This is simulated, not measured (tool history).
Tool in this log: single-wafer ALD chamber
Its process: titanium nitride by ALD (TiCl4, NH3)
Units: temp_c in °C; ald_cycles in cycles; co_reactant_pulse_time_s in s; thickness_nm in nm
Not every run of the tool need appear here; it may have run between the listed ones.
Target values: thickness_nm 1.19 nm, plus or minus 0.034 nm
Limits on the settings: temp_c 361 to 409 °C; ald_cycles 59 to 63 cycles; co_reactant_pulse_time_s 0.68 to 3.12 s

run 1 hour=0 | temp_c=385 ald_cycles=63 co_reactant_pulse_time_s=1.9 | thickness_nm=1.349
run 2 hour=8.4 | temp_c=385 ald_cycles=63 co_reactant_pulse_time_s=1.55 | thickness_nm=1.3104
run 3 hour=13.5 | temp_c=385 ald_cycles=63 co_reactant_pulse_time_s=1.48 | thickness_nm=1.309
run 4 hour=16.2 | temp_c=385 ald_cycles=63 co_reactant_pulse_time_s=1.41 | thickness_nm=1.298
run 5 hour=17.2 | temp_c=385 ald_cycles=63 co_reactant_pulse_time_s=1.36 | thickness_nm=1.2995
run 6 hour=21.7 | temp_c=385 ald_cycles=63 co_reactant_pulse_time_s=1.76 | thickness_nm=1.3253
run 7 hour=24.9 | temp_c=375 ald_cycles=59 co_reactant_pulse_time_s=1.15 | thickness_nm=1.1441
run 8 hour=28.7 | temp_c=375 ald_cycles=59 co_reactant_pulse_time_s=1.15 | thickness_nm=1.1463

Consider the 5 candidate settings below. Which is the only one whose results all fall within their allowed miss of target?
run A hour=32.5 | temp_c=374 ald_cycles=59 co_reactant_pulse_time_s=1 | thickness_nm=?
run B hour=32.5 | temp_c=378 ald_cycles=59 co_reactant_pulse_time_s=1.25 | thickness_nm=?
run C hour=32.5 | temp_c=373 ald_cycles=59 co_reactant_pulse_time_s=1.04 | thickness_nm=?
run D hour=32.5 | temp_c=368 ald_cycles=62 co_reactant_pulse_time_s=0.87 | thickness_nm=?
run E hour=32.5 | temp_c=381 ald_cycles=59 co_reactant_pulse_time_s=0.99 | thickness_nm=?

move=A thickness_nm=1.093
move=B thickness_nm=1.1706
move=C thickness_nm=1.1033
move=D thickness_nm=1.0414
move=E thickness_nm=1.1142
A: its largest miss is bigger than the last run's
B: all results land within tolerance of their targets
C: its largest miss is bigger than the last run's
D: its largest miss is bigger than the last run's
E: its largest miss is bigger than the last run's
Answer: B

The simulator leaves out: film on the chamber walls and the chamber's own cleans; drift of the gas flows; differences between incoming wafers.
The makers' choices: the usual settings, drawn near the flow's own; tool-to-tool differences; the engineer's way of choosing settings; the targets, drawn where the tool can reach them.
